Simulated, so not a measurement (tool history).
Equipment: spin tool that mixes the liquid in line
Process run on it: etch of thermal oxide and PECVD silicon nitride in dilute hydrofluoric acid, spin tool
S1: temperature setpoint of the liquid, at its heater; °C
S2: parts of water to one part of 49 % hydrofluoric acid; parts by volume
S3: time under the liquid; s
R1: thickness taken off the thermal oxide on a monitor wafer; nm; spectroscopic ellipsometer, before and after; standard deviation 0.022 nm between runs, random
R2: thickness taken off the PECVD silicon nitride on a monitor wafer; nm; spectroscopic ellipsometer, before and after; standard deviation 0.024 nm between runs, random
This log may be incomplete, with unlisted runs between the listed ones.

Run 1, hour 0: S1 24 °C, S2 245 parts by volume, S3 180 s. Result: R1 3.1879 nm, R2 4.0833 nm.
Run 2, hour 8.1: S1 24.5 °C, S2 270 parts by volume, S3 185 s. Result: R1 2.9086 nm, R2 3.9354 nm.
Run 3, hour 13.9: S1 28 °C, S2 270 parts by volume, S3 185 s. Result: R1 3.2632 nm, R2 4.9192 nm.
Run 4, hour 23: S1 28 °C, S2 270 parts by volume, S3 240 s. Result: R1 4.3152 nm, R2 6.3283 nm.
Run 5, hour 24.7: S1 28 °C, S2 270 parts by volume, S3 285 s. Result: R1 5.0814 nm, R2 7.5484 nm.
Run 6, hour 33.6: S1 27 °C, S2 305 parts by volume, S3 295 s. Result: R1 4.2458 nm, R2 6.4913 nm.
Run 7, hour 37.5: S1 23 °C, S2 400 parts by volume, S3 330 s. Result: R1 2.9783 nm, R2 4.3191 nm.
Run 8, hour 42.5: S1 23 °C, S2 410 parts by volume, S3 325 s. Result: R1 2.8555 nm, R2 4.1684 nm.
Run 9, hour 50.9: S1 23.5 °C, S2 415 parts by volume, S3 315 s. Result: R1 2.7171 nm, R2 4.1186 nm.

Run 10 is up next; what results do you expect?
Run 10, hour 53.7: S1 23.5 °C, S2 420 parts by volume, S3 310 s. Result: R1 ?, R2 ?.

For run 10 the tool returned R1 2.6505 nm, R2 4.0148 nm.

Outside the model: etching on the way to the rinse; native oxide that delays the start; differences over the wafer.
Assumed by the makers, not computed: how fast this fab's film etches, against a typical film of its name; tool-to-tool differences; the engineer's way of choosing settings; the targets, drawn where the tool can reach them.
